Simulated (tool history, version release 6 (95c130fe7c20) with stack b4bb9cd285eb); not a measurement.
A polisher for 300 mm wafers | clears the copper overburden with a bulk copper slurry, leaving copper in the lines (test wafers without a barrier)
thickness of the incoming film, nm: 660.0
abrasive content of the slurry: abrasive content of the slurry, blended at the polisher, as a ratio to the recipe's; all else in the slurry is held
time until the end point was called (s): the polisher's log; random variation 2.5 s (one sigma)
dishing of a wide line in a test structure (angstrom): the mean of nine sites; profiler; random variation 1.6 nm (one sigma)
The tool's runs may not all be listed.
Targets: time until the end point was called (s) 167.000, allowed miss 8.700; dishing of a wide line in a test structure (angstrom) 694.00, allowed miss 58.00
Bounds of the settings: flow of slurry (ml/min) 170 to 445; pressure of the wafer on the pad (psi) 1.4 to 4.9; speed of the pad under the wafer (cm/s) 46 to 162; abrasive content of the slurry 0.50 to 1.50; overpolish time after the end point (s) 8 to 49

run,hour,flow of slurry (ml/min),pressure of the wafer on the pad (psi),speed of the pad under the wafer (cm/s),abrasive content of the slurry,overpolish time after the end point (s),time until the end point was called (s),dishing of a wide line in a test structure (angstrom)
1,0.0,285,3.1,104,1.00,25,77.154,936.90
2,7.7,255,3.1,104,1.00,25,80.468,931.87
3,8.6,250,2.8,102,1.00,26,87.673,879.53
4,10.7,245,2.6,98,1.00,28,100.660,840.52
5,12.5,245,2.4,96,1.00,29,111.910,819.73
6,13.9,245,2.2,96,1.00,30,117.900,779.07
7,16.8,245,2.1,94,1.00,31,127.040,771.84
8,19.3,245,2.0,94,1.00,32,131.590,735.73
9,21.1,245,1.9,94,1.00,33,138.990,687.72
10,28.5,240,1.9,92,1.00,35,143.070,747.42
11,30.9,240,1.8,92,1.00,35,146.530,715.82
12,34.9,240,1.8,92,1.00,36,149.610,751.20

Which of these 5 next moves meets every target?
A,38.9,280,1.9,86,1.00,21,?,?
B,38.9,315,1.8,94,1.05,43,?,?
C,38.9,265,1.7,98,1.00,33,?,?
D,38.9,260,1.6,98,1.15,44,?,?
E,38.9,220,1.6,90,1.15,39,?,?

move,time until the end point was called (s),dishing of a wide line in a test structure (angstrom)
A,149.830,519.93
B,142.050,807.28
C,147.300,688.93
D,151.110,776.04
E,165.900,700.08
A: further off than the last run
B: further off than the last run
C: further off than the last run
D: nearer than the last run, and not there yet
E: meets every target
The right move is E.

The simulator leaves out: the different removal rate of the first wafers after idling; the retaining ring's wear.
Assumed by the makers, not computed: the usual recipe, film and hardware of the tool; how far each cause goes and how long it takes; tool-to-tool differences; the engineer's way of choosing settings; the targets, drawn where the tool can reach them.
